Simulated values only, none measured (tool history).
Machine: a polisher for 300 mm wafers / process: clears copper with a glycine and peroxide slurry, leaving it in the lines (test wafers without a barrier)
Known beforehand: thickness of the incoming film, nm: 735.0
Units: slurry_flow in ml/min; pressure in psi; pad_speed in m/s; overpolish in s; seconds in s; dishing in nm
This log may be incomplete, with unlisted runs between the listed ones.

| run | hour | slurry_flow | pressure | pad_speed | overpolish | seconds | dishing |
|---|---|---|---|---|---|---|---|
| 1 | 0 | 275 | 2.5 | 1.2 | 15 | 113.27 | 42.941 |
| 2 | 4.3 | 275 | 3 | 1.2 | 15 | 97.986 | 45.223 |
| 3 | 11.3 | 275 | 3 | 1.2 | 18 | 97.328 | 49.749 |
| 4 | 19.5 | 275 | 3 | 1.2 | 21 | 96.209 | 51.191 |
| 5 | 26.2 | 275 | 3 | 1.04 | 21 | 108.25 | 50.418 |
| 6 | 34 | 330 | 3 | 1.04 | 21 | 107.21 | 49.976 |

Run 7 has not been measured yet. What should we expect?
| 7 | 37.4 | 330 | 3.1 | 1.04 | 21 | ? | ? |

Run 7 came out at seconds 106.07 s, dishing 50.219 nm.

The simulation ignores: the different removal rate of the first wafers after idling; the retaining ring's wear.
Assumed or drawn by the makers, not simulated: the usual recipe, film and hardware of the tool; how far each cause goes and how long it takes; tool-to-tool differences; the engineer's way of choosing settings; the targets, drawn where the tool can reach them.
